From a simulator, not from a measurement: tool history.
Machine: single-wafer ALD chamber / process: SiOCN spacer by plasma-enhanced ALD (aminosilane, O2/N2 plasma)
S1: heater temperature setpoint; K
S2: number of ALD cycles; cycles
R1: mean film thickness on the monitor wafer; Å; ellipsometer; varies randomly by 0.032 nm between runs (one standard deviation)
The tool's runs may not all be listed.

{"run": 1, "day": 0.0, "S1": 673.15, "S2": 91, "R1": 56.529}
{"run": 2, "day": 0.058, "S1": 672.15, "S2": 97, "R1": 61.178}
{"run": 3, "day": 0.083, "S1": 672.15, "S2": 87, "R1": 53.828}
{"run": 4, "day": 0.125, "S1": 680.15, "S2": 87, "R1": 53.415}
{"run": 5, "day": 0.433, "S1": 680.15, "S2": 95, "R1": 57.987}
{"run": 6, "day": 0.708, "S1": 678.15, "S2": 100, "R1": 61.468}
{"run": 7, "day": 0.996, "S1": 676.15, "S2": 104, "R1": 64.629}
{"run": 8, "day": 1.188, "S1": 676.15, "S2": 104, "R1": 64.392}
{"run": 9, "day": 1.371, "S1": 675.15, "S2": 106, "R1": 65.905}

Run 10, settings as shown, results not yet in. Your forecast:
{"run": 10, "day": 1.438, "S1": 674.15, "S2": 108, "R1": "?"}

R1: 67.784 Å
